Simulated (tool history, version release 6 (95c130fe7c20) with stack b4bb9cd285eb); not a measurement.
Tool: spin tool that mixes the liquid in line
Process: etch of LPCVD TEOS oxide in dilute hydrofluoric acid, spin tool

run	day	temperature setpoint of the liquid (C)	parts of water to one part of 49 % hydrofluoric acid (parts by volume)	time under the liquid (s)	thickness taken off the LPCVD TEOS oxide on a monitor wafer (angstrom)
1	0.000	22.0	255	175	262.62
2	0.158	22.0	195	175	358.03
3	0.412	22.0	195	175	365.54
4	0.592	23.0	195	175	378.42
5	0.829	21.0	195	175	349.78
# day 1.075: thermometer replaced
6	1.075	22.0	195	175	392.44
7	1.108	22.5	195	175	396.98
8	1.300	23.0	195	175	404.53

The next listed run, before its measurement:
9	1.550	23.5	195	175	?

Run 9 gave thickness taken off the LPCVD TEOS oxide on a monitor wafer (angstrom) 413.06.
